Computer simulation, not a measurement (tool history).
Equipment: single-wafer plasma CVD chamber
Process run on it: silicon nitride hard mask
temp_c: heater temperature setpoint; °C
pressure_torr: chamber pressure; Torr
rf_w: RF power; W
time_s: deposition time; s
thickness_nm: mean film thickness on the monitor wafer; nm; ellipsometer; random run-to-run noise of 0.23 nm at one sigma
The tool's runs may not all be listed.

| run | day | temp_c | pressure_torr | rf_w | time_s | thickness_nm |
|---|---|---|---|---|---|---|
| 1 | 0.000 | 425 | 1.83 | 230 | 46.5 | 44.811 |
| 2 | 0.112 | 425 | 1.83 | 230 | 46.5 | 44.828 |
| 3 | 0.404 | 425 | 1.83 | 230 | 44.4 | 42.713 |
| 4 | 0.696 | 425 | 1.80 | 230 | 44.4 | 42.622 |
| 5 | 0.925 | 425 | 1.80 | 230 | 46.5 | 44.326 |
| 6 | 1.033 | 425 | 1.74 | 230 | 46.5 | 44.519 |

Run 7 has not been measured yet. What should we expect?
| 7 | 1.383 | 425 | 1.72 | 225 | 46.5 | ? |

Run 7 produced thickness_nm 43.322 nm.
